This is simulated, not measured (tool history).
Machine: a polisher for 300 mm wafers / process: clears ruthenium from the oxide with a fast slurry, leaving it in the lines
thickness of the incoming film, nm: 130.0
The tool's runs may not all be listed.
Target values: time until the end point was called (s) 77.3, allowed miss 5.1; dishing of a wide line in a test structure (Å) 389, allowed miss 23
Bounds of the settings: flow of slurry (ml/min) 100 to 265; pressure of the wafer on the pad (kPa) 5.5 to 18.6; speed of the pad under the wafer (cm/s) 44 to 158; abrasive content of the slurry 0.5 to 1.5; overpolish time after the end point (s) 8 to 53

run,hour,flow of slurry (ml/min),pressure of the wafer on the pad (kPa),speed of the pad under the wafer (cm/s),abrasive content of the slurry,overpolish time after the end point (s),time until the end point was called (s),dishing of a wide line in a test structure (Å)
1,0,170,11.7,100,1,27,45.032,592.06
2,0.7,170,11.7,100,1,38,46.194,757.26
3,7.2,170,11.7,80,1,38,54.87,695.38
4,15.9,170,11.7,106,1,38,44.094,790.66
5,16.8,190,11.7,106,1,38,43.665,786.47
6,25.7,190,11,104,1,36,46.07,714.52
7,34.2,190,10.3,102,1,35,50.883,676.97
8,35.9,190,9.7,100,1,33,54.488,629.61
9,43.7,190,9,98,1,31,58.028,543.08
10,48.8,190,5.5,96,1,29,95.474,335.42
11,57.5,195,5.5,96,1,29,96.942,349.32
12,64.1,200,5.5,96,1,28,95.278,331.83
13,64.9,205,8.3,98,1,28,63.129,454.34
14,71.6,200,8.3,98,1,28,64.902,467.47
15,78.4,195,8.3,98,1,28,64.072,453.82
16,85.6,195,8.3,98,1,28,65.088,480.09
17,88.8,190,8.3,98,1,28,66.269,464.4
18,95.3,190,8.3,98,1,28,63.501,463.51
19,100.5,190,5.5,96,1,27,96.894,327.99
20,102.3,195,5.5,96,1,27,95.939,321.96
21,106.7,200,5.5,96,1,27,98.098,321.6
22,115.7,200,6.2,96,1,27,87.263,354.92

Exactly one of the 5 candidate moves below puts every result within its allowed miss. Which one?
A,124.7,265,5.5,122,1.4,23,?,?
B,124.7,185,7.6,88,0.95,27,?,?
C,124.7,195,6.2,106,0.9,23,?,?
D,124.7,155,8.3,94,0.75,24,?,?
E,124.7,230,7.6,112,0.95,19,?,?

move,time until the end point was called (s),dishing of a wide line in a test structure (Å)
A,67.453,386.81
B,81.705,376.59
C,86.928,310.26
D,84.442,330.44
E,65.208,337.71
A: takes the result that was furthest off past its target
B: every result within its allowed miss
C: the biggest miss grows against the last run
D: the biggest miss grows against the last run
E: takes the result that was furthest off past its target
B is the move that brings every result within its allowed miss.
